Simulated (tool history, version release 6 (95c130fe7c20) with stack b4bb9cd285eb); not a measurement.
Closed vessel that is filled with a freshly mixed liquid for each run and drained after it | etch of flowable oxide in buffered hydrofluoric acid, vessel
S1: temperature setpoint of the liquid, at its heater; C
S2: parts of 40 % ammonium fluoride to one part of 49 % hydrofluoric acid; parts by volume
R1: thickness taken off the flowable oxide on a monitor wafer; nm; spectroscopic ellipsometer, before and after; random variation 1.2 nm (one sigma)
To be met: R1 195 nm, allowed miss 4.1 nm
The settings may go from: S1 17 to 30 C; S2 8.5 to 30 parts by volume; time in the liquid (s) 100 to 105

Run 1, hour 0: S1 22 C, S2 23 parts by volume, time in the liquid (s) 100. Result: R1 157.02 nm.
Run 2, hour 7.2: S1 22 C, S2 20 parts by volume, time in the liquid (s) 100. Result: R1 173.98 nm.
Run 3, hour 15.5: S1 22 C, S2 24 parts by volume, time in the liquid (s) 100. Result: R1 153.51 nm.
Run 4, hour 21: S1 22 C, S2 27.5 parts by volume, time in the liquid (s) 100. Result: R1 138.67 nm.
Run 5, hour 22.5: S1 23 C, S2 27.5 parts by volume, time in the liquid (s) 100. Result: R1 144.83 nm.
Run 6, hour 27.1: S1 23 C, S2 23.5 parts by volume, time in the liquid (s) 100. Result: R1 164.06 nm.
Run 7, hour 33.2: S1 23.5 C, S2 23.5 parts by volume, time in the liquid (s) 100. Result: R1 166.41 nm.
Run 8, hour 40: S1 24 C, S2 23.5 parts by volume, time in the liquid (s) 100. Result: R1 173.44 nm.
Run 9, hour 45: S1 24.5 C, S2 23.5 parts by volume, time in the liquid (s) 100. Result: R1 176.64 nm.
Run 10, hour 48: S1 25 C, S2 23.5 parts by volume, time in the liquid (s) 100. Result: R1 180.99 nm.

4 next moves are on the table. One of them brings every result within its allowed miss. Which?
Run A, hour 51: S1 23.5 C, S2 19 parts by volume, time in the liquid (s) 100. Result: R1 ?.
Run B, hour 51: S1 22.5 C, S2 20.5 parts by volume, time in the liquid (s) 100. Result: R1 ?.
Run C, hour 51: S1 25.5 C, S2 25.5 parts by volume, time in the liquid (s) 100. Result: R1 ?.
Run D, hour 51: S1 27 C, S2 25.5 parts by volume, time in the liquid (s) 105. Result: R1 ?.

move      R1
   A  197.57
   B  177.44
   C  180.04
   D  205.09
A: meets every target
B: further off than the last run
C: further off than the last run
D: takes the result that was furthest off past its target
The right move is A.
